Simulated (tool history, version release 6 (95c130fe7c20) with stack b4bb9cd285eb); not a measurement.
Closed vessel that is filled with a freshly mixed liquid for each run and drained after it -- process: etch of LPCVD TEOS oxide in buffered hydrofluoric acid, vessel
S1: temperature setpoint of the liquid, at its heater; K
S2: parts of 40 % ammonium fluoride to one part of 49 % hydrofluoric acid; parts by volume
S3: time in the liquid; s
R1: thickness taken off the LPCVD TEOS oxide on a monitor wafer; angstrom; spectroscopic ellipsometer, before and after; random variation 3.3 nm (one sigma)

run  hour      S1    S2  S3      R1
  1     0  293.15  18.5  95  2258.3
  2   3.4  296.15  18.5  95  2640.3
  3  11.7  296.15    15  95  3237.5
  4  17.3  297.65  14.5  95  3619.7
  5  18.6  297.65    17  95  3095.3
  6  26.2  297.65  21.5  95  2520.9
  7  27.2  298.65  19.5  95    2874
  8  34.2  299.15  17.5  95  3306.1

Expected results for the next run?
  9  38.3  299.65  16.5  95   ?

R1: 3640.1 angstrom

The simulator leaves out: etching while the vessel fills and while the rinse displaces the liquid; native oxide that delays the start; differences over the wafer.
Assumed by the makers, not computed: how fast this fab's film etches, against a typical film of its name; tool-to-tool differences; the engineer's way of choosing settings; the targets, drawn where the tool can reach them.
